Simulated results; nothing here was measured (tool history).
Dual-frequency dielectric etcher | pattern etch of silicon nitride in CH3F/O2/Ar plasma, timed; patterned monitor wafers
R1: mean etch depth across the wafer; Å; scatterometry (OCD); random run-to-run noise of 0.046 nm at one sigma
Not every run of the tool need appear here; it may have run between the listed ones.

run 1 hour=0.0 | source_power_(kW)=0.300 bias_power_(kW)=0.080 etch_time_(s)=30.0 | R1=188.95
run 2 hour=0.8 | source_power_(kW)=0.300 bias_power_(kW)=0.080 etch_time_(s)=27.5 | R1=173.65
run 3 hour=2.8 | source_power_(kW)=0.340 bias_power_(kW)=0.080 etch_time_(s)=27.5 | R1=185.92
run 4 hour=5.6 | source_power_(kW)=0.310 bias_power_(kW)=0.077 etch_time_(s)=27.5 | R1=174.45
run 5 hour=9.6 | source_power_(kW)=0.290 bias_power_(kW)=0.075 etch_time_(s)=27.5 | R1=165.75
run 6 hour=12.4 | source_power_(kW)=0.280 bias_power_(kW)=0.074 etch_time_(s)=27.5 | R1=162.27
run 7 hour=17.0 | source_power_(kW)=0.270 bias_power_(kW)=0.073 etch_time_(s)=27.5 | R1=158.01

Estimate the outcome of run 8 from the log above:
run 8 hour=21.0 | source_power_(kW)=0.260 bias_power_(kW)=0.073 etch_time_(s)=27.5 | R1=?

R1: 153.76 Å
